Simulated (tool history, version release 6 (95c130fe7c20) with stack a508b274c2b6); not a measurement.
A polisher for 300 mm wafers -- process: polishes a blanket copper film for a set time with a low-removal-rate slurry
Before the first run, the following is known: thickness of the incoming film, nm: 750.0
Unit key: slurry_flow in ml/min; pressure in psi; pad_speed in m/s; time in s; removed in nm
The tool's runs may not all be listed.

| run | hour | slurry_flow | pressure | pad_speed | slurry_solids | time | removed |
|---|---|---|---|---|---|---|---|
| 1 | 0.0 | 280 | 2.1 | 0.84 | 1.0 | 28 | 40.195 |
| 2 | 0.7 | 280 | 2.3 | 0.84 | 1.0 | 28 | 42.229 |
| 3 | 3.2 | 280 | 2.3 | 0.84 | 1.0 | 28 | 42.730 |
| 4 | 7.1 | 280 | 2.3 | 0.84 | 1.0 | 25 | 38.109 |
| 5 | 15.3 | 280 | 2.7 | 0.84 | 1.0 | 25 | 45.693 |
| 6 | 18.8 | 280 | 2.7 | 0.64 | 1.0 | 25 | 35.330 |

Predict the results of run 7:
| 7 | 22.2 | 280 | 2.8 | 0.70 | 1.0 | 25 | ? |

removed: 39.058 nm
